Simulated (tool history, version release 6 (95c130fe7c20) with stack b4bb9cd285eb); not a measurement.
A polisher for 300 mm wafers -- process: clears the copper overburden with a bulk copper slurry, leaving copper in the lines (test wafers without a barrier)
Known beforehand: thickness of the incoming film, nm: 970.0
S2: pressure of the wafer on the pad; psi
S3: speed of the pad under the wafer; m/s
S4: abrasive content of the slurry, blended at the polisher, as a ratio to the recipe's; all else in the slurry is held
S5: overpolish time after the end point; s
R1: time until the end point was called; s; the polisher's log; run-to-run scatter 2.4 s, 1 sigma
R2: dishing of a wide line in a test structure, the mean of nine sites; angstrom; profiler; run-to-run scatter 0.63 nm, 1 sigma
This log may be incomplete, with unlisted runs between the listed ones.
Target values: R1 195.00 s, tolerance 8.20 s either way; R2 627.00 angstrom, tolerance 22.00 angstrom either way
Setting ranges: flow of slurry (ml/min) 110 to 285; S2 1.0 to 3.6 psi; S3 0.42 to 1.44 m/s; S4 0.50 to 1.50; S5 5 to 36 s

Run 1, day 0.000: flow of slurry (ml/min) 180, S2 2.3 psi, S3 0.92 m/s, S4 1.00, S5 18 s. Result: R1 120.67 s, R2 708.16 angstrom.
Run 2, day 0.225: flow of slurry (ml/min) 180, S2 2.2 psi, S3 0.92 m/s, S4 1.00, S5 19 s. Result: R1 127.35 s, R2 696.01 angstrom.
Run 3, day 0.525: flow of slurry (ml/min) 180, S2 2.2 psi, S3 0.92 m/s, S4 1.00, S5 14 s. Result: R1 129.63 s, R2 595.55 angstrom.
Run 4, day 0.817: flow of slurry (ml/min) 140, S2 2.2 psi, S3 0.92 m/s, S4 1.00, S5 14 s. Result: R1 135.78 s, R2 568.26 angstrom.
Run 5, day 1.021: flow of slurry (ml/min) 140, S2 2.2 psi, S3 0.92 m/s, S4 1.10, S5 14 s. Result: R1 131.29 s, R2 571.10 angstrom.
Run 6, day 1.338: flow of slurry (ml/min) 135, S2 2.1 psi, S3 0.92 m/s, S4 1.05, S5 15 s. Result: R1 136.91 s, R2 575.08 angstrom.
Run 7, day 1.483: flow of slurry (ml/min) 130, S2 2.0 psi, S3 0.92 m/s, S4 1.05, S5 16 s. Result: R1 150.13 s, R2 566.73 angstrom.
Run 8, day 1.608: flow of slurry (ml/min) 130, S2 2.0 psi, S3 0.92 m/s, S4 1.05, S5 17 s. Result: R1 145.36 s, R2 590.53 angstrom.
Run 9, day 1.692: flow of slurry (ml/min) 130, S2 1.9 psi, S3 0.92 m/s, S4 1.05, S5 18 s. Result: R1 150.03 s, R2 598.08 angstrom.
Run 10, day 2.058: flow of slurry (ml/min) 130, S2 1.8 psi, S3 0.92 m/s, S4 1.05, S5 19 s. Result: R1 160.94 s, R2 591.15 angstrom.
Run 11, day 2.408: flow of slurry (ml/min) 130, S2 1.8 psi, S3 0.92 m/s, S4 1.05, S5 19 s. Result: R1 164.13 s, R2 591.36 angstrom.
Run 12, day 2.679: flow of slurry (ml/min) 130, S2 1.8 psi, S3 0.92 m/s, S4 1.05, S5 20 s. Result: R1 160.76 s, R2 601.59 angstrom.
Run 13, day 2.942: flow of slurry (ml/min) 130, S2 1.8 psi, S3 0.92 m/s, S4 1.05, S5 21 s. Result: R1 166.19 s, R2 619.17 angstrom.
Run 14, day 2.983: flow of slurry (ml/min) 120, S2 1.7 psi, S3 0.92 m/s, S4 1.00, S5 23 s. Result: R1 179.55 s, R2 611.77 angstrom.
Run 15, day 3.338: flow of slurry (ml/min) 120, S2 1.7 psi, S3 0.92 m/s, S4 1.00, S5 23 s. Result: R1 176.44 s, R2 618.97 angstrom.

Which of these 4 next moves meets every target?
Run A, day 3.692: flow of slurry (ml/min) 125, S2 1.6 psi, S3 0.80 m/s, S4 0.95, S5 35 s. Result: R1 ?, R2 ?.
Run B, day 3.692: flow of slurry (ml/min) 115, S2 1.8 psi, S3 0.98 m/s, S4 1.10, S5 21 s. Result: R1 ?, R2 ?.
Run C, day 3.692: flow of slurry (ml/min) 110, S2 1.8 psi, S3 0.82 m/s, S4 0.95, S5 21 s. Result: R1 ?, R2 ?.
Run D, day 3.692: flow of slurry (ml/min) 170, S2 1.3 psi, S3 1.04 m/s, S4 0.90, S5 28 s. Result: R1 ?, R2 ?.

move      R1      R2
   A  215.96  696.91
   B  157.34  645.27
   C  195.10  568.12
   D  198.11  624.94
A: takes the biggest miss from the last run beyond its target
B: misses by more than the last run did
C: the furthest-off result lands on target, but another misses its tolerance
D: every result within its allowed miss
D is the move that brings every result within its allowed miss.

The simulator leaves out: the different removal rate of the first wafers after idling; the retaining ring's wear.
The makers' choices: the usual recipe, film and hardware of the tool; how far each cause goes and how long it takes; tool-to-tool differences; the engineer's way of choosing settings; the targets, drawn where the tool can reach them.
